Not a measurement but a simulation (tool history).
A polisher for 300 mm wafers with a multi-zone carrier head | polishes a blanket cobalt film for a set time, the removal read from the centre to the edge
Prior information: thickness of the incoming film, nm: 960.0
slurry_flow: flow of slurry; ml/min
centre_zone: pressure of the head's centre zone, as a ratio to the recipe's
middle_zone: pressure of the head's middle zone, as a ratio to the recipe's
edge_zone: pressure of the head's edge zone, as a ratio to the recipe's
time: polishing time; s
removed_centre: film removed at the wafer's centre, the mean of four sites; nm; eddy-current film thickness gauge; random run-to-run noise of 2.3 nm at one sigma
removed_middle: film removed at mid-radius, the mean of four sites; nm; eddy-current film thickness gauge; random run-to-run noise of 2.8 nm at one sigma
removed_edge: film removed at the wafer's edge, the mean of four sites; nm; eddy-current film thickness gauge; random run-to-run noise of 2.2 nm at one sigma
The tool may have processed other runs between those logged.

Run 1, day 0.000: slurry_flow 180 ml/min, centre_zone 1.00, middle_zone 1.00, edge_zone 1.00, time 36 s. Result: removed_centre 220.05 nm, removed_middle 216.30 nm, removed_edge 220.81 nm.
Run 2, day 0.288: slurry_flow 180 ml/min, centre_zone 1.05, middle_zone 1.00, edge_zone 1.00, time 36 s. Result: removed_centre 228.78 nm, removed_middle 213.66 nm, removed_edge 222.13 nm.
Run 3, day 0.358: slurry_flow 200 ml/min, centre_zone 1.09, middle_zone 1.02, edge_zone 1.02, time 37 s. Result: removed_centre 244.81 nm, removed_middle 225.72 nm, removed_edge 233.16 nm.
Run 4, day 0.667: slurry_flow 200 ml/min, centre_zone 1.02, middle_zone 1.02, edge_zone 1.02, time 37 s. Result: removed_centre 235.25 nm, removed_middle 231.17 nm, removed_edge 231.78 nm.
Run 5, day 0.858: slurry_flow 165 ml/min, centre_zone 1.02, middle_zone 1.02, edge_zone 1.02, time 37 s. Result: removed_centre 224.63 nm, removed_middle 217.69 nm, removed_edge 224.75 nm.
Run 6, day 1.050: slurry_flow 190 ml/min, centre_zone 1.07, middle_zone 1.02, edge_zone 1.02, time 37 s. Result: removed_centre 238.71 nm, removed_middle 226.01 nm, removed_edge 228.59 nm.
Run 7, day 1.238: slurry_flow 210 ml/min, centre_zone 1.10, middle_zone 1.01, edge_zone 1.03, time 38 s. Result: removed_centre 258.14 nm, removed_middle 233.41 nm, removed_edge 239.45 nm.
Run 8, day 1.329: slurry_flow 225 ml/min, centre_zone 1.12, middle_zone 1.01, edge_zone 1.04, time 38 s. Result: removed_centre 267.18 nm, removed_middle 234.78 nm, removed_edge 239.43 nm.
Run 9, day 1.462: slurry_flow 230 ml/min, centre_zone 1.13, middle_zone 1.01, edge_zone 1.06, time 39 s. Result: removed_centre 275.29 nm, removed_middle 244.72 nm, removed_edge 251.99 nm.
Run 10, day 1.575: slurry_flow 240 ml/min, centre_zone 1.14, middle_zone 1.01, edge_zone 1.06, time 39 s. Result: removed_centre 280.01 nm, removed_middle 245.58 nm, removed_edge 251.22 nm.
Run 11, day 1.879: slurry_flow 245 ml/min, centre_zone 1.15, middle_zone 1.01, edge_zone 1.07, time 39 s. Result: removed_centre 278.26 nm, removed_middle 245.46 nm, removed_edge 247.40 nm.
Run 12, day 2.025: slurry_flow 245 ml/min, centre_zone 1.16, middle_zone 1.01, edge_zone 1.07, time 39 s. Result: removed_centre 283.20 nm, removed_middle 245.98 nm, removed_edge 252.77 nm.
Run 13, day 2.288: slurry_flow 250 ml/min, centre_zone 1.17, middle_zone 1.01, edge_zone 1.08, time 39 s. Result: removed_centre 285.69 nm, removed_middle 244.68 nm, removed_edge 253.04 nm.
Run 14, day 2.471: slurry_flow 255 ml/min, centre_zone 1.17, middle_zone 1.01, edge_zone 1.09, time 39 s. Result: removed_centre 289.04 nm, removed_middle 246.36 nm, removed_edge 255.27 nm.
Run 15, day 2.558: slurry_flow 260 ml/min, centre_zone 1.17, middle_zone 1.01, edge_zone 1.09, time 39 s. Result: removed_centre 285.48 nm, removed_middle 246.86 nm, removed_edge 256.17 nm.

Run 16 comes next. What will it give?
Run 16, day 2.692: slurry_flow 260 ml/min, centre_zone 1.17, middle_zone 1.01, edge_zone 1.09, time 39 s. Result: removed_centre ?, removed_middle ?, removed_edge ?.

Run 16 came out at removed_centre 282.44 nm, removed_middle 243.92 nm, removed_edge 257.16 nm.
